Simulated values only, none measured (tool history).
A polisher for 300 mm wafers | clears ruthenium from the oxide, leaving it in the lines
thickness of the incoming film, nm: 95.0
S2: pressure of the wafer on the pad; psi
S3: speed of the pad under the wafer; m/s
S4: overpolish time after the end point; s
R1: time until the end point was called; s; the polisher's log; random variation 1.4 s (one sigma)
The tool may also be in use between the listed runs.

Run 1, hour 0.0: flow of slurry (ml/min) 245, S2 1.5 psi, S3 0.86 m/s, S4 4 s. Result: R1 138.040 s.
Run 2, hour 4.8: flow of slurry (ml/min) 300, S2 1.5 psi, S3 0.86 m/s, S4 4 s. Result: R1 134.370 s.
Run 3, hour 12.5: flow of slurry (ml/min) 265, S2 1.5 psi, S3 0.86 m/s, S4 4 s. Result: R1 137.380 s.
Run 4, hour 15.4: flow of slurry (ml/min) 265, S2 1.9 psi, S3 0.86 m/s, S4 4 s. Result: R1 104.940 s.
At hour 23.9: slurry nozzle cleaned.
Run 5, hour 23.9: flow of slurry (ml/min) 265, S2 1.7 psi, S3 0.86 m/s, S4 4 s. Result: R1 117.490 s.
Run 6, hour 29.0: flow of slurry (ml/min) 265, S2 1.7 psi, S3 0.86 m/s, S4 4 s. Result: R1 114.660 s.
Run 7, hour 34.3: flow of slurry (ml/min) 265, S2 1.8 psi, S3 0.86 m/s, S4 4 s. Result: R1 108.900 s.

Forecast run 8:
Run 8, hour 40.7: flow of slurry (ml/min) 270, S2 2.2 psi, S3 1.00 m/s, S4 4 s. Result: R1 ?.

R1: 77.348 s
